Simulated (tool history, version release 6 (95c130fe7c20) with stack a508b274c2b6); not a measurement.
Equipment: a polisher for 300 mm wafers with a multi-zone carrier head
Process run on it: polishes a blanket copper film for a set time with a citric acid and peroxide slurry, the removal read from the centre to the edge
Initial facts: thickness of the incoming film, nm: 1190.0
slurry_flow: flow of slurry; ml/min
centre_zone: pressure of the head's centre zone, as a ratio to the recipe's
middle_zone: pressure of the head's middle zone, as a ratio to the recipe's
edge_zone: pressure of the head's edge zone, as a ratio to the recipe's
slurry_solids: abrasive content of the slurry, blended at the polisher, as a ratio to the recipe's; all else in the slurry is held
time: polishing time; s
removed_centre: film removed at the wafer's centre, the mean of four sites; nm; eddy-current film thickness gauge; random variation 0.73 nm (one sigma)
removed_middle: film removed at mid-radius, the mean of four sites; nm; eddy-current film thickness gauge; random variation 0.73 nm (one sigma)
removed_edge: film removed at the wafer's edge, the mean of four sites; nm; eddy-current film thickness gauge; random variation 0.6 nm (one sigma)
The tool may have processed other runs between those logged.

Run 1, hour 0: slurry_flow 125 ml/min, centre_zone 1, middle_zone 1, edge_zone 1, slurry_solids 1, time 48 s. Result: removed_centre 61.961 nm, removed_middle 62.813 nm, removed_edge 62.282 nm.
Run 2, hour 8.2: slurry_flow 130 ml/min, centre_zone 0.99, middle_zone 1.01, edge_zone 1.01, slurry_solids 1, time 48 s. Result: removed_centre 59.779 nm, removed_middle 62.558 nm, removed_edge 62.853 nm.
Run 3, hour 13.8: slurry_flow 130 ml/min, centre_zone 0.99, middle_zone 0.94, edge_zone 1.01, slurry_solids 1, time 48 s. Result: removed_centre 60.844 nm, removed_middle 58.493 nm, removed_edge 62.643 nm.
Run 4, hour 21: slurry_flow 135 ml/min, centre_zone 0.98, middle_zone 0.96, edge_zone 1.02, slurry_solids 1, time 48 s. Result: removed_centre 59.616 nm, removed_middle 60.058 nm, removed_edge 63.141 nm.
Run 5, hour 21.9: slurry_flow 135 ml/min, centre_zone 0.98, middle_zone 0.96, edge_zone 1.02, slurry_solids 1, time 52 s. Result: removed_centre 65.439 nm, removed_middle 65.979 nm, removed_edge 68.364 nm.
Run 6, hour 25.1: slurry_flow 135 ml/min, centre_zone 0.98, middle_zone 0.96, edge_zone 1.02, slurry_solids 1, time 40 s. Result: removed_centre 51.165 nm, removed_middle 50.139 nm, removed_edge 52.469 nm.
Run 7, hour 30.5: slurry_flow 135 ml/min, centre_zone 0.98, middle_zone 0.96, edge_zone 1.02, slurry_solids 1, time 40 s. Result: removed_centre 50.187 nm, removed_middle 50.298 nm, removed_edge 53.617 nm.
Run 8, hour 34.5: slurry_flow 140 ml/min, centre_zone 0.98, middle_zone 0.99, edge_zone 1.04, slurry_solids 1.05, time 40 s. Result: removed_centre 51.044 nm, removed_middle 52.587 nm, removed_edge 54.034 nm.
Run 9, hour 37.2: slurry_flow 140 ml/min, centre_zone 0.98, middle_zone 1, edge_zone 1.05, slurry_solids 1.1, time 41 s. Result: removed_centre 52.852 nm, removed_middle 54.155 nm, removed_edge 56.19 nm.
Run 10, hour 42.7: slurry_flow 145 ml/min, centre_zone 0.98, middle_zone 1.02, edge_zone 1.06, slurry_solids 1.15, time 41 s. Result: removed_centre 52.868 nm, removed_middle 55.86 nm, removed_edge 56.859 nm.
Run 11, hour 50.8: slurry_flow 145 ml/min, centre_zone 0.98, middle_zone 1.04, edge_zone 1.07, slurry_solids 1.2, time 42 s. Result: removed_centre 54.858 nm, removed_middle 57.536 nm, removed_edge 59.753 nm.
Run 12, hour 52.4: slurry_flow 150 ml/min, centre_zone 0.98, middle_zone 1.06, edge_zone 1.07, slurry_solids 1.25, time 42 s. Result: removed_centre 55.416 nm, removed_middle 62.118 nm, removed_edge 60.194 nm.
Run 13, hour 56.1: slurry_flow 155 ml/min, centre_zone 0.98, middle_zone 1.07, edge_zone 1.08, slurry_solids 1.3, time 42 s. Result: removed_centre 56.235 nm, removed_middle 61.173 nm, removed_edge 59.316 nm.
Run 14, hour 59.3: slurry_flow 155 ml/min, centre_zone 0.98, middle_zone 1.08, edge_zone 1.09, slurry_solids 1.3, time 43 s. Result: removed_centre 56.941 nm, removed_middle 64.323 nm, removed_edge 62.586 nm.
Run 15, hour 68.2: slurry_flow 160 ml/min, centre_zone 0.98, middle_zone 1.09, edge_zone 1.1, slurry_solids 1.3, time 43 s. Result: removed_centre 56.719 nm, removed_middle 64.928 nm, removed_edge 62.026 nm.
Run 16, hour 69.8: slurry_flow 160 ml/min, centre_zone 0.98, middle_zone 1.1, edge_zone 1.11, slurry_solids 1.35, time 43 s. Result: removed_centre 58.871 nm, removed_middle 65.446 nm, removed_edge 63.239 nm.
Run 17, hour 74.3: slurry_flow 160 ml/min, centre_zone 0.97, middle_zone 1.11, edge_zone 1.12, slurry_solids 1.35, time 43 s. Result: removed_centre 58.557 nm, removed_middle 66.598 nm, removed_edge 63.455 nm.
Run 18, hour 75: slurry_flow 160 ml/min, centre_zone 0.96, middle_zone 1.12, edge_zone 1.13, slurry_solids 1.35, time 43 s. Result: removed_centre 57.4 nm, removed_middle 65.869 nm, removed_edge 64.752 nm.
Run 19, hour 83.1: slurry_flow 160 ml/min, centre_zone 0.96, middle_zone 1.13, edge_zone 1.14, slurry_solids 1.35, time 43 s. Result: removed_centre 57.257 nm, removed_middle 66.86 nm, removed_edge 64.176 nm.
Run 20, hour 91.4: slurry_flow 160 ml/min, centre_zone 0.96, middle_zone 1.13, edge_zone 1.15, slurry_solids 1.35, time 43 s. Result: removed_centre 57.846 nm, removed_middle 66.635 nm, removed_edge 64.598 nm.
Run 21, hour 100.1: slurry_flow 160 ml/min, centre_zone 0.96, middle_zone 1.14, edge_zone 1.15, slurry_solids 1.35, time 43 s. Result: removed_centre 57.561 nm, removed_middle 68.579 nm, removed_edge 65.34 nm.
Run 22, hour 106.6: slurry_flow 160 ml/min, centre_zone 0.96, middle_zone 1.14, edge_zone 1.15, slurry_solids 1.35, time 43 s. Result: removed_centre 57.098 nm, removed_middle 66.711 nm, removed_edge 64.772 nm.

For run 23, what comes out?
Run 23, hour 114.7: slurry_flow 160 ml/min, centre_zone 0.96, middle_zone 1.14, edge_zone 1.15, slurry_solids 1.35, time 43 s. Result: removed_centre ?, removed_middle ?, removed_edge ?.

For run 23 the tool returned removed_centre 58.019 nm, removed_middle 67.39 nm, removed_edge 65.26 nm.
